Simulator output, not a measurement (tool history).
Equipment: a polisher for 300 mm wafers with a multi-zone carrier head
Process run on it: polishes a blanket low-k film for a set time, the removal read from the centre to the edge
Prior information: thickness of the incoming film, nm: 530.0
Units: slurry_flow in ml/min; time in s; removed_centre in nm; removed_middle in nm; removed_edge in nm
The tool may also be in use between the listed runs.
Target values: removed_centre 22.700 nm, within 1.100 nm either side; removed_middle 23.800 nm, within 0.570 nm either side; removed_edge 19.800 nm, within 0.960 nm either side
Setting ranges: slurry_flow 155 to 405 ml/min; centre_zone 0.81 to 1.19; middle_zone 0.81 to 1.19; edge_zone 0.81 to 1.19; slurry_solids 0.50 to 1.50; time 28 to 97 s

| run | day | slurry_flow | centre_zone | middle_zone | edge_zone | slurry_solids | time | removed_centre | removed_middle | removed_edge |
|---|---|---|---|---|---|---|---|---|---|---|
| 1 | 0.000 | 260 | 1.00 | 1.00 | 1.00 | 1.00 | 62 | 29.348 | 29.331 | 29.564 |
| 2 | 0.100 | 270 | 1.01 | 1.03 | 0.95 | 0.85 | 60 | 26.498 | 26.973 | 25.980 |
| 3 | 0.279 | 270 | 1.03 | 1.06 | 0.91 | 0.75 | 60 | 24.834 | 25.112 | 22.883 |
| 4 | 0.317 | 255 | 1.03 | 1.07 | 0.88 | 0.75 | 60 | 24.489 | 25.253 | 22.730 |
| 5 | 0.492 | 255 | 1.04 | 1.08 | 0.86 | 0.70 | 60 | 23.706 | 24.368 | 21.187 |
| 6 | 0.546 | 250 | 1.04 | 1.09 | 0.85 | 0.70 | 60 | 23.902 | 24.752 | 21.210 |
| 7 | 0.729 | 245 | 1.04 | 1.09 | 0.84 | 0.70 | 60 | 23.437 | 24.088 | 20.993 |
| 8 | 1.079 | 245 | 1.04 | 1.10 | 0.83 | 0.70 | 60 | 23.600 | 24.631 | 20.728 |
| 9 | 1.367 | 240 | 1.04 | 1.10 | 0.82 | 0.70 | 60 | 22.936 | 24.290 | 20.257 |
| 10 | 1.654 | 235 | 1.04 | 1.10 | 0.82 | 0.70 | 60 | 22.705 | 24.730 | 20.505 |
| 11 | 1.883 | 235 | 1.05 | 1.10 | 0.82 | 0.70 | 60 | 23.477 | 24.507 | 20.463 |
| 12 | 2.217 | 230 | 1.05 | 1.10 | 0.82 | 0.70 | 60 | 23.193 | 24.286 | 20.985 |
| 13 | 2.433 | 235 | 1.05 | 1.10 | 0.82 | 0.70 | 60 | 23.745 | 24.663 | 20.537 |
| 14 | 2.667 | 235 | 1.05 | 1.10 | 0.82 | 0.65 | 60 | 21.640 | 23.068 | 19.764 |
| 15 | 2.688 | 235 | 1.05 | 1.10 | 0.82 | 0.65 | 60 | 22.405 | 23.183 | 19.461 |
| 16 | 2.796 | 240 | 1.05 | 1.10 | 0.82 | 0.65 | 60 | 22.812 | 23.183 | 19.306 |

Which one of the following 5 next-run settings gets every result inside its allowed miss? There is exactly one.
| A | 2.904 | 295 | 1.11 | 1.08 | 0.81 | 0.65 | 56 | ? | ? | ? |
| B | 2.904 | 325 | 1.05 | 1.02 | 0.81 | 0.50 | 76 | ? | ? | ? |
| C | 2.904 | 255 | 1.07 | 1.07 | 0.84 | 0.55 | 67 | ? | ? | ? |
| D | 2.904 | 230 | 1.12 | 1.09 | 0.81 | 0.65 | 57 | ? | ? | ? |
| E | 2.904 | 235 | 1.08 | 1.12 | 0.82 | 0.95 | 47 | ? | ? | ? |

| move | removed_centre | removed_middle | removed_edge |
|---|---|---|---|
| A | 22.719 | 21.873 | 18.441 |
| B | 23.644 | 22.647 | 20.010 |
| C | 22.500 | 22.166 | 19.218 |
| D | 22.510 | 21.756 | 18.333 |
| E | 23.327 | 23.740 | 19.625 |
A: further off than the last run
B: further off than the last run
C: further off than the last run
D: further off than the last run
E: hits every target within its allowed miss
E meets every target.
